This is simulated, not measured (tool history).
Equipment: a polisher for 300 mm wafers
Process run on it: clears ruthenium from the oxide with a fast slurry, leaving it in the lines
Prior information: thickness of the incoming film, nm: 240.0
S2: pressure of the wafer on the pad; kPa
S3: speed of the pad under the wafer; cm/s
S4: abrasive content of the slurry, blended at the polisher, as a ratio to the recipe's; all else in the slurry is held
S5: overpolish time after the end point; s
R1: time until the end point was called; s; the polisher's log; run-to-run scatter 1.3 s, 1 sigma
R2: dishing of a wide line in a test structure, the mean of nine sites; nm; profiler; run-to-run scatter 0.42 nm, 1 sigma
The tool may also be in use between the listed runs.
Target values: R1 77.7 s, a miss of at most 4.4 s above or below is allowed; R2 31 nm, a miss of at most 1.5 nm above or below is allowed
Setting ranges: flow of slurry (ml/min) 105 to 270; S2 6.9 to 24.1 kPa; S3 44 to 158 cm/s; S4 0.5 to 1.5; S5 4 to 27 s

run 1 hour=0 | flow_of_slurry_(ml/min)=175 S2=15.2 S3=100 S4=1 S5=14 | R1=62.442 R2=43.489
run 2 hour=5.4 | flow_of_slurry_(ml/min)=175 S2=14.5 S3=100 S4=1 S5=13 | R1=64.607 R2=39.303
run 3 hour=7.8 | flow_of_slurry_(ml/min)=175 S2=16.5 S3=100 S4=1 S5=13 | R1=57.641 R2=44.759
run 4 hour=10.4 | flow_of_slurry_(ml/min)=175 S2=15.2 S3=100 S4=1 S5=13 | R1=61.741 R2=41.062
run 5 hour=11.5 | flow_of_slurry_(ml/min)=175 S2=13.1 S3=100 S4=1 S5=13 | R1=70.472 R2=37.271
run 6 hour=12.7 | flow_of_slurry_(ml/min)=175 S2=13.1 S3=100 S4=1.1 S5=13 | R1=67.556 R2=37.228
run 7 hour=18.4 | flow_of_slurry_(ml/min)=175 S2=12.4 S3=100 S4=1.1 S5=13 | R1=72.685 R2=34.603
run 8 hour=24.9 | flow_of_slurry_(ml/min)=175 S2=11.7 S3=100 S4=1.1 S5=13 | R1=75.886 R2=34.077

Which single option among these 4 for the next run brings every result within its allowed miss of target? Just one does.
run A hour=31.4 | flow_of_slurry_(ml/min)=170 S2=11.7 S3=90 S4=1.15 S5=17 | R1=? R2=?
run B hour=31.4 | flow_of_slurry_(ml/min)=190 S2=11.7 S3=102 S4=0.95 S5=16 | R1=? R2=?
run C hour=31.4 | flow_of_slurry_(ml/min)=205 S2=9 S3=116 S4=1.05 S5=15 | R1=? R2=?
run D hour=31.4 | flow_of_slurry_(ml/min)=190 S2=11.7 S3=94 S4=1.2 S5=12 | R1=? R2=?

move=A R1=85.673 R2=39.308
move=B R1=80.733 R2=39.264
move=C R1=87.278 R2=34.493
move=D R1=79.357 R2=30.66
A: the biggest miss grows against the last run
B: the biggest miss grows against the last run
C: the biggest miss grows against the last run
D: meets every target
D is the move that brings every result within its allowed miss.
